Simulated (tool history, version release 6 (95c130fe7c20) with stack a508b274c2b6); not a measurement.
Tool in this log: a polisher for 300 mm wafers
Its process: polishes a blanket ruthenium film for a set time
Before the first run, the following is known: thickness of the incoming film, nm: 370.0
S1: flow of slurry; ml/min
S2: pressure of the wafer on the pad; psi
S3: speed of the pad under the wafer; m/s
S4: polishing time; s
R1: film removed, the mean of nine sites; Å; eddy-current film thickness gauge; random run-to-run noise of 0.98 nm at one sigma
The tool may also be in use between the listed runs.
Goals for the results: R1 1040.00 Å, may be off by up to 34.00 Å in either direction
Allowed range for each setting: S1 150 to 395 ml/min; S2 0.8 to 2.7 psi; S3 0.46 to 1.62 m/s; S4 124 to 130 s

run 1 hour=0.0 | S1=250 S2=1.7 S3=1.04 S4=124 | R1=1465.80
run 2 hour=5.6 | S1=250 S2=1.7 S3=1.04 S4=124 | R1=1462.70
run 3 hour=9.5 | S1=250 S2=1.6 S3=1.04 S4=124 | R1=1384.50
run 4 hour=16.3 | S1=250 S2=1.6 S3=1.30 S4=124 | R1=1742.10
run 5 hour=21.1 | S1=305 S2=1.6 S3=1.30 S4=124 | R1=1787.60
run 6 hour=28.1 | S1=305 S2=1.4 S3=1.28 S4=124 | R1=1532.10
run 7 hour=31.8 | S1=305 S2=1.2 S3=1.28 S4=124 | R1=1327.80
run 8 hour=37.8 | S1=305 S2=1.1 S3=1.28 S4=124 | R1=1184.10
run 9 hour=40.8 | S1=300 S2=1.1 S3=1.28 S4=124 | R1=1185.90
run 10 hour=46.5 | S1=295 S2=0.8 S3=1.28 S4=124 | R1=906.24
run 11 hour=47.3 | S1=310 S2=0.8 S3=1.28 S4=124 | R1=892.95

Consider the 5 candidate settings below. Which is the only one whose results all fall within their allowed miss of target?
run A hour=48.1 | S1=295 S2=0.9 S3=1.06 S4=124 | R1=?
run B hour=48.1 | S1=290 S2=1.0 S3=0.96 S4=130 | R1=?
run C hour=48.1 | S1=265 S2=0.8 S3=1.46 S4=130 | R1=?
run D hour=48.1 | S1=280 S2=1.0 S3=1.22 S4=130 | R1=?
run E hour=48.1 | S1=315 S2=1.0 S3=1.26 S4=130 | R1=?

move=A R1=832.33
move=B R1=874.47
move=C R1=1055.40
move=D R1=1099.70
move=E R1=1147.80
A: further off than the last run
B: further off than the last run
C: every result lands within tolerance
D: pushes the last run's worst result past its target
E: pushes the last run's worst result past its target
Go with C: it meets all targets.

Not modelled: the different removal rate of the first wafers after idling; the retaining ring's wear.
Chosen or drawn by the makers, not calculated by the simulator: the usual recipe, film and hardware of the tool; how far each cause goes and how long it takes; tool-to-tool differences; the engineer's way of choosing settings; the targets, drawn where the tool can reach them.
